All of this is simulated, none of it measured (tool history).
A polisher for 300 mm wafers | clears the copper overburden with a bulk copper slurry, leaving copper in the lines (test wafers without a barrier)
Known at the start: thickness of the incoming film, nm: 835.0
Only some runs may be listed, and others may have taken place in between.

run,hour,flow of slurry (ml/min),pressure of the wafer on the pad (psi),speed of the pad under the wafer (m/s),abrasive content of the slurry,overpolish time after the end point (s),time until the end point was called (s),dishing of a wide line in a test structure (angstrom)
1,0.0,205,1.9,1.12,1.00,25,107.95,866.47
2,3.4,205,1.6,1.12,1.00,25,124.25,795.97
3,4.1,205,1.6,1.12,1.00,17,125.25,601.53
4,6.3,205,1.7,1.12,1.00,19,123.12,689.17
# hour 14.5: slurry blender recalibrated
5,14.5,205,1.7,1.12,1.10,19,114.44,743.57
6,21.1,205,1.7,1.12,0.95,19,118.18,693.84

Run 7 comes next. What will it give?
7,23.2,205,1.8,1.12,0.95,21,?,?

{"run 7": {"time until the end point was called (s)": 108.37, "dishing of a wide line in a test structure (angstrom)": 794.9}}
